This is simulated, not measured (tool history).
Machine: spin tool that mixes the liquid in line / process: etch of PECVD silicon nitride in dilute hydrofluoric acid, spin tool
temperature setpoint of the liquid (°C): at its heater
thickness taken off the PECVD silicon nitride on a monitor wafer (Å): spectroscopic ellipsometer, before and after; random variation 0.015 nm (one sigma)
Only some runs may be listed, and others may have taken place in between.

| run | hour | temperature setpoint of the liquid (°C) | parts of water to one part of 49 % hydrofluoric acid (parts by volume) | time under the liquid (s) | thickness taken off the PECVD silicon nitride on a monitor wafer (Å) |
|---|---|---|---|---|---|
| 1 | 0 | 21 | 50 | 80 | 42.06 |
| 2 | 4.2 | 21 | 70 | 80 | 30.175 |
| 3 | 12.6 | 20 | 70 | 80 | 28.11 |
| 4 | 18 | 20 | 80 | 80 | 24.666 |
| 5 | 21.5 | 19.5 | 80 | 80 | 23.694 |
| 6 | 25.7 | 19 | 80 | 80 | 23.055 |
| 7 | 27.5 | 18.5 | 80 | 80 | 22.314 |
| 8 | 34.7 | 18 | 80 | 80 | 21.681 |

Estimate the outcome of run 9 from the log above:
| 9 | 42.7 | 17.5 | 80 | 80 | ? |

Run 9 came out at thickness taken off the PECVD silicon nitride on a monitor wafer (Å) 20.802.
